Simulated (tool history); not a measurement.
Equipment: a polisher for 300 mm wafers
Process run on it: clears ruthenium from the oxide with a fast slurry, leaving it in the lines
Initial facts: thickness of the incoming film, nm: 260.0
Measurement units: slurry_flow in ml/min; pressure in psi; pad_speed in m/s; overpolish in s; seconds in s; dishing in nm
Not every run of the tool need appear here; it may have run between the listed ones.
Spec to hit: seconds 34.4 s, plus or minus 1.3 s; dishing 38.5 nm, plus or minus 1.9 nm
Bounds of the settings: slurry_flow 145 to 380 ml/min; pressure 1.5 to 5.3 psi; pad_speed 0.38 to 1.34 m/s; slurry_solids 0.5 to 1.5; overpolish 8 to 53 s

run  hour  slurry_flow  pressure  pad_speed  slurry_solids  overpolish  seconds  dishing
  1     0          245       3.4       0.86              1          27   54.104   55.724
  2   8.9          245       3.4          1              1          27   46.293   59.451
  3  13.2          245       2.6          1              1          27   56.942   55.505
  4  14.2          265       3.1       0.94           1.15          22   48.411   52.467
  5  18.9          295       3.3        0.9           1.25          18   45.948    51.57
  6  23.4          255       3.4       0.92            1.3          15   44.701   47.603
  7  28.9          225       3.7       0.92           1.35          13   41.391   45.009
  8  32.1          205       3.9       0.92            1.4          12   39.497   44.177
  9  36.3          205       3.9       0.92            1.4          12   39.051    43.63
 10    40          210       4.3       0.92            1.4           8   36.141   37.277
 11    46          210       4.3       0.92            1.4           8   35.444   37.665
 12    48          215       4.3       0.92            1.4           9   37.199   39.908
 13  56.6          215       4.4       0.92            1.4           9   35.885   41.528

Which of these 5 next moves meets every target?
  A  65.2          185       3.9       1.06            1.4           8        ?        ?
  B  65.2          190       4.1       0.96            1.5          11        ?        ?
  C  65.2          295       4.6       0.98           0.95          14        ?        ?
  D  65.2          220       4.3       0.94            1.3          14        ?        ?
  E  65.2          275         4        0.9            1.3          11        ?        ?

move  seconds  dishing
   A   35.478   38.376
   B   36.355   45.356
   C   38.289   49.671
   D   37.089   50.367
   E   39.938   43.137
A: in spec on every target
B: misses by more than the last run did
C: misses by more than the last run did
D: misses by more than the last run did
E: misses by more than the last run did
The right move is A.
